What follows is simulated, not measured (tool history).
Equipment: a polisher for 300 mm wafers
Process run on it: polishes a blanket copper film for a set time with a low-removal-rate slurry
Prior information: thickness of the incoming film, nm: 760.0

run,hour,flow of slurry (ml/min),pressure of the wafer on the pad (kPa),speed of the pad under the wafer (cm/s),abrasive content of the slurry,polishing time (s),film removed (nm)
1,0.0,280,14.5,108,1.0,116,224.74
2,6.7,280,14.5,118,1.0,116,250.26
3,12.9,280,14.5,98,1.0,116,212.64
4,16.9,280,14.5,82,1.0,116,183.03
5,19.9,280,14.5,82,1.2,116,189.65
6,21.6,215,14.5,82,1.2,116,191.14
7,24.6,215,13.8,82,1.2,116,182.21
8,26.5,215,13.1,82,1.2,116,173.34
9,32.3,215,12.4,82,1.2,116,162.26

For run 10, what comes out?
10,36.8,215,11.7,82,1.2,116,?

film removed (nm): 152.44
